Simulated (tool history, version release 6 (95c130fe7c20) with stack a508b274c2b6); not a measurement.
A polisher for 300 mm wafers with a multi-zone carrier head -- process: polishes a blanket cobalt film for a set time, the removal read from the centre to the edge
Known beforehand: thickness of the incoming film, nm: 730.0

| run | hour | flow of slurry (ml/min) | pressure of the head's centre zone | pressure of the head's middle zone | pressure of the head's edge zone | polishing time (s) | film removed at the wafer's centre (angstrom) | film removed at mid-radius (angstrom) | film removed at the wafer's edge (angstrom) |
|---|---|---|---|---|---|---|---|---|---|
| 1 | 0.0 | 300 | 1.00 | 1.00 | 1.00 | 39 | 2200.0 | 2218.3 | 2222.1 |
| 2 | 4.3 | 300 | 1.00 | 1.00 | 1.00 | 44 | 2501.4 | 2518.4 | 2498.0 |
| 3 | 5.1 | 300 | 0.93 | 1.00 | 1.00 | 44 | 2363.3 | 2489.2 | 2529.4 |
| 4 | 10.1 | 300 | 0.85 | 1.00 | 1.00 | 44 | 2106.8 | 2535.3 | 2577.9 |
| 5 | 13.0 | 300 | 0.85 | 0.93 | 1.00 | 44 | 2208.1 | 2402.4 | 2549.8 |
| 6 | 16.4 | 300 | 0.86 | 0.93 | 0.98 | 43 | 2139.3 | 2362.0 | 2438.0 |
| 7 | 20.7 | 300 | 0.87 | 0.92 | 0.97 | 42 | 2112.2 | 2303.9 | 2386.7 |
| 8 | 25.9 | 300 | 0.88 | 0.91 | 0.96 | 41 | 2043.5 | 2207.0 | 2347.3 |
| 9 | 33.8 | 300 | 0.91 | 0.92 | 0.95 | 40 | 2100.6 | 2142.0 | 2267.5 |

Predict the results of run 10:
| 10 | 37.8 | 300 | 0.92 | 0.93 | 0.94 | 39 | ? | ? | ? |

Run 10 measured film removed at the wafer's centre (angstrom) 2071.5, film removed at mid-radius (angstrom) 2081.2, film removed at the wafer's edge (angstrom) 2178.7.
